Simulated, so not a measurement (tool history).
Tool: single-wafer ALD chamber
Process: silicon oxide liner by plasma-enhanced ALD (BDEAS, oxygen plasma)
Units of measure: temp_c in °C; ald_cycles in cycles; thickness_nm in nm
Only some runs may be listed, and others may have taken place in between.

run  hour  temp_c  ald_cycles  thickness_nm
  1     0     315          67        6.0716
  2   5.7     315          59        5.3779
  3     9     323          59        5.2773
  4  14.5     327          59        5.2638
  5  18.8     327          64        5.7133
  6  22.2     327          61        5.4524
  7    27     327          59        5.2511
  8  33.2     328          58        5.1492

Estimate the outcome of run 9 from the log above:
  9  41.8     329          57             ?

For run 9 the tool returned thickness_nm 5.0502 nm.
